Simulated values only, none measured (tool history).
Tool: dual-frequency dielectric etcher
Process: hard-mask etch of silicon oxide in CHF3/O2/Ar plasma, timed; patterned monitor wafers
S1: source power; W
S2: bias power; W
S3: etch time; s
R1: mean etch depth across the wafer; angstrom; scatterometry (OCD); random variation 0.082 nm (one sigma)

run 1 hour=0 | S1=770 S2=175 S3=12 | R1=226.03
run 2 hour=2.4 | S1=770 S2=203 S3=12 | R1=238.88
run 3 hour=4.7 | S1=700 S2=191 S3=12 | R1=225.06
run 4 hour=8.6 | S1=840 S2=191 S3=12 | R1=240.7
run 5 hour=9.9 | S1=760 S2=180 S3=12 | R1=229.21
run 6 hour=16.5 | S1=670 S2=180 S3=12 | R1=217.69

Forecast run 7:
run 7 hour=18.6 | S1=630 S2=173 S3=12 | R1=?

{"run 7": {"R1": 209.21}}
